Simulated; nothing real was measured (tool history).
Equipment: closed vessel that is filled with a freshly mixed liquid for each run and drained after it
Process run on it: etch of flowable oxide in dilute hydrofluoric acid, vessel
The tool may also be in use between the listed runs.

run  hour  temperature setpoint of the liquid (°C)  parts of water to one part of 49 % hydrofluoric acid (parts by volume)  time in the liquid (s)  thickness taken off the flowable oxide on a monitor wafer (Å)
  1     0                                       24                                                                     100                      30                                                         94.143
  2   2.1                                     26.5                                                                     100                      30                                                          104.8
  3   5.4                                       28                                                                      85                      30                                                         133.51
  4  11.2                                       28                                                                      85                      30                                                         133.45
     14.4  -- hydrofluoric acid flow meter replaced
  5  14.4                                       29                                                                      75                      30                                                         175.38
  6  18.5                                       29                                                                      75                      30                                                         176.04
  7  24.7                                       30                                                                      75                      30                                                         181.96
  8  26.6                                     30.5                                                                      70                      30                                                            201
  9  32.8                                       31                                                                      70                      30                                                         204.75
 10    40                                       31                                                                      70                      30                                                          202.2
 11    42                                     31.5                                                                      70                      30                                                         205.83

What will run 12 give?
 12  43.6                                       32                                                                      65                      30                                                              ?

thickness taken off the flowable oxide on a monitor wafer (Å): 230.42
